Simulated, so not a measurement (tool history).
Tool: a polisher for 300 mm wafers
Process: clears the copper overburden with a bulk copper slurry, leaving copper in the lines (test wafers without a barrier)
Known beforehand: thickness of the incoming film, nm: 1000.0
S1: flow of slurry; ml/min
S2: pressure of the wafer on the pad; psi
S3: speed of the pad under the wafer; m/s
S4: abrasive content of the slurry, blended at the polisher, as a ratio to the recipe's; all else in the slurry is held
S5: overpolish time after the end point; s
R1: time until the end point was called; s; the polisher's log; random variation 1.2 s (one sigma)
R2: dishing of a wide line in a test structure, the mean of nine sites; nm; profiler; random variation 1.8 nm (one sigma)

run  hour   S1   S2    S3    S4  S5      R1      R2
  1     0  250  2.2  1.32     1  23  95.934  80.068
  2   3.9  250  2.1  1.32     1  24   99.45  80.802
  3  11.1  250  2.1  1.32  0.85  24  105.42  83.194
  4  18.8  250  2.1  1.02  0.85  24  133.98  70.581
  5  26.9  250  2.1  1.02  0.65  24   148.5  72.212
  6  28.2  250  2.3  1.02  0.65  22  136.09  69.501
  7  31.6  250  2.4  1.02  0.65  23  131.66  74.276
  8  38.9  250  2.5  1.02  0.65  22  125.37  77.887

Run 9 comes next. What will it give?
  9  43.5  250  2.6  1.02  0.65  20   ?   ?

R1: 120.3 s
R2: 74.38 nm

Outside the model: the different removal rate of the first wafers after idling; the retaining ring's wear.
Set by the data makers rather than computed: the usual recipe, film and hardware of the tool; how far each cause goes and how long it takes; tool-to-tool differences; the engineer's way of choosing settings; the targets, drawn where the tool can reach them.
